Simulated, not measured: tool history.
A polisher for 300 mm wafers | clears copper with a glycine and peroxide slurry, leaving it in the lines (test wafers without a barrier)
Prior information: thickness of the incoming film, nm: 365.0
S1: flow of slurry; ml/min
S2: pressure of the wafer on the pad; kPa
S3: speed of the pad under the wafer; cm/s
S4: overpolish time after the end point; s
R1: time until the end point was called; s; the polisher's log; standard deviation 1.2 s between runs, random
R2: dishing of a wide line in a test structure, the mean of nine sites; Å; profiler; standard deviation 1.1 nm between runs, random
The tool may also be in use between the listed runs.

run,hour,S1,S2,S3,S4,R1,R2
1,0.0,255,15.2,98,22,98.958,487.70
2,2.0,255,11.7,98,22,114.480,412.51
3,4.6,255,11.7,98,29,114.240,530.24
4,12.8,255,11.7,116,29,98.827,563.17
5,17.1,255,11.0,114,29,104.780,528.55
6,20.7,255,12.4,114,29,96.178,558.99
7,23.6,255,11.7,112,29,103.130,545.04

Forecast run 8:
8,31.0,255,11.0,112,29,?,?

{"run 8": {"R1": 105.96, "R2": 539.28}}

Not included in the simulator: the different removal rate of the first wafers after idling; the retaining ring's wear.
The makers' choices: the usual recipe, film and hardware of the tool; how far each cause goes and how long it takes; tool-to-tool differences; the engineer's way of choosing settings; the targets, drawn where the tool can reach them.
